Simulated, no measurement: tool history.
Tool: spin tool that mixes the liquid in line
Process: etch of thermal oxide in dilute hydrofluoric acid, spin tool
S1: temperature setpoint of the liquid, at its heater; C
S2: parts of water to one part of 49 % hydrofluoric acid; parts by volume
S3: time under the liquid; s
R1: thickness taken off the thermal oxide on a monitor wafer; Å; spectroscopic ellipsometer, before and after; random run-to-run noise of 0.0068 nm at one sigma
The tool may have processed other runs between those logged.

run 1 hour=0.0 | S1=25.0 S2=230 S3=70 | R1=15.073
run 2 hour=7.4 | S1=25.0 S2=175 S3=70 | R1=20.972
run 3 hour=10.3 | S1=25.0 S2=175 S3=70 | R1=21.058
run 4 hour=15.7 | S1=22.5 S2=205 S3=70 | R1=15.683
run 5 hour=24.5 | S1=22.5 S2=130 S3=70 | R1=27.461
run 6 hour=26.1 | S1=21.0 S2=175 S3=70 | R1=18.255

Run 7 is up next; what results do you expect?
run 7 hour=30.0 | S1=20.0 S2=200 S3=70 | R1=?

{"run 7": {"R1": 14.733}}
